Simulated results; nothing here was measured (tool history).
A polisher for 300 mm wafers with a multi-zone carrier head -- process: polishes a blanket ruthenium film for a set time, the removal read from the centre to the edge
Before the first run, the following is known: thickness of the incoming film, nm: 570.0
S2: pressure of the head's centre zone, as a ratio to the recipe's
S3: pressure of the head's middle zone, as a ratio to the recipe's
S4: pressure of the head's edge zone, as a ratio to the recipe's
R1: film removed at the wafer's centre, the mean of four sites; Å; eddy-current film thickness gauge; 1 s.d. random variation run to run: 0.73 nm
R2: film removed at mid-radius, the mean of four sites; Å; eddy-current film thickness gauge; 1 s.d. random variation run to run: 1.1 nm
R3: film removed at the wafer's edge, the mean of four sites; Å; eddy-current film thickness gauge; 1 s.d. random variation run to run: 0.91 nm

{"run": 1, "hour": 0.0, "flow of slurry (ml/min)": 205, "S2": 1, "S3": 1, "S4": 1, "polishing time (s)": 82, "R1": 903.1, "R2": 903.23, "R3": 868.76}
{"run": 2, "hour": 0.6, "flow of slurry (ml/min)": 215, "S2": 1.01, "S3": 1.01, "S4": 1.02, "polishing time (s)": 83, "R1": 919.65, "R2": 947.32, "R3": 886.28}
{"run": 3, "hour": 9.3, "flow of slurry (ml/min)": 220, "S2": 1.02, "S3": 1.01, "S4": 1.04, "polishing time (s)": 84, "R1": 963.22, "R2": 931.3, "R3": 898.06}
{"run": 4, "hour": 14.9, "flow of slurry (ml/min)": 220, "S2": 0.98, "S3": 1.01, "S4": 1.04, "polishing time (s)": 84, "R1": 925.06, "R2": 940.4, "R3": 918.69}
{"run": 5, "hour": 23.8, "flow of slurry (ml/min)": 195, "S2": 0.98, "S3": 1.01, "S4": 1.04, "polishing time (s)": 84, "R1": 909.7, "R2": 929.07, "R3": 907.25}
{"run": 6, "hour": 27.4, "flow of slurry (ml/min)": 195, "S2": 1.03, "S3": 1.01, "S4": 1.04, "polishing time (s)": 84, "R1": 935.32, "R2": 926.08, "R3": 899.62}
{"run": 7, "hour": 31.8, "flow of slurry (ml/min)": 205, "S2": 1.03, "S3": 1.02, "S4": 1.06, "polishing time (s)": 85, "R1": 978.79, "R2": 940.25, "R3": 919.79}
{"run": 8, "hour": 39.0, "flow of slurry (ml/min)": 210, "S2": 1.02, "S3": 1.03, "S4": 1.07, "polishing time (s)": 86, "R1": 973.39, "R2": 945.31, "R3": 947.79}

What will run 9 give?
{"run": 9, "hour": 43.3, "flow of slurry (ml/min)": 220, "S2": 1.02, "S3": 1.04, "S4": 1.07, "polishing time (s)": 87, "R1": "?", "R2": "?", "R3": "?"}

R1: 995.35 Å
R2: 1004.5 Å
R3: 949.18 Å
